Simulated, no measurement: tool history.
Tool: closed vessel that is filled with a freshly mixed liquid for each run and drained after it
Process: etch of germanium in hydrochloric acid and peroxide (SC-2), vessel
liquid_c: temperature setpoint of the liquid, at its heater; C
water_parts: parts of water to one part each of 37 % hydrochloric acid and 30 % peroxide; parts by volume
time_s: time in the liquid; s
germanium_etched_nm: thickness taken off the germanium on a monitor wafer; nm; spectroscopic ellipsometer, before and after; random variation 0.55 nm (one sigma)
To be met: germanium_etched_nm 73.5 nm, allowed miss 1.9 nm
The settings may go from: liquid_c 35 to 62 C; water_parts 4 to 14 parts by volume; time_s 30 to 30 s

run 1 hour=0 | liquid_c=46 water_parts=7.5 time_s=30 | germanium_etched_nm=60.573
run 2 hour=8.1 | liquid_c=46 water_parts=6.5 time_s=30 | germanium_etched_nm=60.777
run 3 hour=8.7 | liquid_c=46 water_parts=8.5 time_s=30 | germanium_etched_nm=60.919
run 4 hour=15.8 | liquid_c=47 water_parts=8.5 time_s=30 | germanium_etched_nm=62.53
run 5 hour=21.8 | liquid_c=44.5 water_parts=8.5 time_s=30 | germanium_etched_nm=57.512
run 6 hour=30.8 | liquid_c=44.5 water_parts=8.5 time_s=30 | germanium_etched_nm=57.489
run 7 hour=39 | liquid_c=46 water_parts=8.5 time_s=30 | germanium_etched_nm=60.32
run 8 hour=40 | liquid_c=47 water_parts=8.5 time_s=30 | germanium_etched_nm=62.11
run 9 hour=40.9 | liquid_c=48 water_parts=8.5 time_s=30 | germanium_etched_nm=64.408
run 10 hour=49.1 | liquid_c=48.5 water_parts=8.5 time_s=30 | germanium_etched_nm=65.607
run 11 hour=51.6 | liquid_c=49 water_parts=8.5 time_s=30 | germanium_etched_nm=67.122
run 12 hour=54.8 | liquid_c=49.5 water_parts=8.5 time_s=30 | germanium_etched_nm=68.058

Which of these 4 next moves meets every target?
run A hour=58 | liquid_c=53.5 water_parts=12.5 time_s=30 | germanium_etched_nm=?
run B hour=58 | liquid_c=48.5 water_parts=9.5 time_s=30 | germanium_etched_nm=?
run C hour=58 | liquid_c=47 water_parts=7.5 time_s=30 | germanium_etched_nm=?
run D hour=58 | liquid_c=46.5 water_parts=8.5 time_s=30 | germanium_etched_nm=?

move=A germanium_etched_nm=73.44
move=B germanium_etched_nm=64.738
move=C germanium_etched_nm=62.741
move=D germanium_etched_nm=61.237
A: meets every target
B: further off than the last run
C: further off than the last run
D: further off than the last run
The right move is A.
